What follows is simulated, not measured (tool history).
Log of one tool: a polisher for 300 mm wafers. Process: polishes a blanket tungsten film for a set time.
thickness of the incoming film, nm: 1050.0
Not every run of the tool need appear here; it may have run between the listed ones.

run,hour,flow of slurry (ml/min),pressure of the wafer on the pad (psi),speed of the pad under the wafer (m/s),abrasive content of the slurry,polishing time (s),film removed (nm)
1,0,290,2.4,1.26,1,82,377.7
2,1.5,290,2.3,1.26,1,82,365.03
3,6.1,290,2.2,1.26,1,82,350.77
4,11.4,325,2.2,1.26,1,82,363.6
5,13.8,310,2.1,1.26,1,82,346.81
6,15.7,300,2,1.26,1,82,336.16

Run 7, settings as shown, results not yet in. Your forecast:
7,18.6,295,1.9,1.26,1,82,?

film removed (nm): 323.05
